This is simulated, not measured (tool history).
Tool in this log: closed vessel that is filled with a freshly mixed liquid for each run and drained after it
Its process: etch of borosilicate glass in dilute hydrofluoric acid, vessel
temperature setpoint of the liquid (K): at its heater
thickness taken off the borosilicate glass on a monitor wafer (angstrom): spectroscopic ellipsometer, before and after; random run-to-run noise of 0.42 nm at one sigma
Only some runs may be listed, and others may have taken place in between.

run  hour  temperature setpoint of the liquid (K)  parts of water to one part of 49 % hydrofluoric acid (parts by volume)  time in the liquid (s)  thickness taken off the borosilicate glass on a monitor wafer (angstrom)
  1   0.0                                  297.15                                                                      80                      85                                                                    307.43
  2   8.7                                  297.15                                                                      80                      85                                                                    310.19
  3  13.9                                  297.15                                                                      95                      85                                                                    254.65
  4  19.0                                  299.65                                                                      85                      85                                                                    316.74
  5  21.0                                  299.65                                                                      65                      85                                                                    430.97
  6  27.7                                  301.15                                                                      65                      85                                                                    452.62
  7  31.6                                  305.15                                                                      55                      85                                                                    642.15
  8  34.1                                  304.65                                                                      55                      85                                                                    624.73
  9  40.3                                  304.15                                                                      55                      85                                                                    612.70
 10  42.6                                  303.65                                                                      55                      85                                                                    610.71

The next listed run, before its measurement:
 11  50.0                                  303.15                                                                      55                      85                                                                         ?

thickness taken off the borosilicate glass on a monitor wafer (angstrom): 592.45

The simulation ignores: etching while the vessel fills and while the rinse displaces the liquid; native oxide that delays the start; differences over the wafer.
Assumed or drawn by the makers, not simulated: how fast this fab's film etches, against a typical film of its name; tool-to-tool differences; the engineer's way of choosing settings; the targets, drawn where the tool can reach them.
